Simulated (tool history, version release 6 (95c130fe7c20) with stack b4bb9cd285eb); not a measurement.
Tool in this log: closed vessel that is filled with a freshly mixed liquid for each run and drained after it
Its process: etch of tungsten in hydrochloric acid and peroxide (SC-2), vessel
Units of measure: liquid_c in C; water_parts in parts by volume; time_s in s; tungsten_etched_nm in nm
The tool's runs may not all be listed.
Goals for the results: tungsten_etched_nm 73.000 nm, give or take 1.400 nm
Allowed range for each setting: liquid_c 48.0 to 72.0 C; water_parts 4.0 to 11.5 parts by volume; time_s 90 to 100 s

| run | hour | liquid_c | water_parts | time_s | tungsten_etched_nm |
|---|---|---|---|---|---|
| 1 | 0.0 | 64.0 | 6.5 | 90 | 65.271 |
| 2 | 8.8 | 64.5 | 6.5 | 90 | 66.657 |
| 3 | 11.7 | 67.0 | 6.5 | 90 | 77.042 |
| 4 | 14.2 | 67.0 | 6.5 | 100 | 86.472 |
| 5 | 17.1 | 67.0 | 8.5 | 100 | 70.097 |
| 6 | 22.3 | 67.0 | 9.5 | 100 | 63.565 |
| 7 | 28.6 | 67.5 | 9.5 | 100 | 65.257 |
| 8 | 35.0 | 68.0 | 9.5 | 100 | 67.602 |
| 9 | 39.4 | 68.5 | 9.5 | 100 | 70.331 |

5 next moves are on the table. One of them brings every result within its allowed miss. Which?
| A | 43.8 | 69.0 | 10.5 | 100 | ? |
| B | 43.8 | 70.5 | 11.5 | 100 | ? |
| C | 43.8 | 69.5 | 8.5 | 90 | ? |
| D | 43.8 | 67.0 | 9.0 | 100 | ? |
| E | 43.8 | 69.0 | 9.0 | 100 | ? |

| move | tungsten_etched_nm |
|---|---|
| A | 66.560 |
| B | 67.355 |
| C | 73.464 |
| D | 67.107 |
| E | 75.637 |
A: further off than the last run
B: further off than the last run
C: all results in spec
D: further off than the last run
E: pushes the last run's worst result past its target
Move C is the one to make.
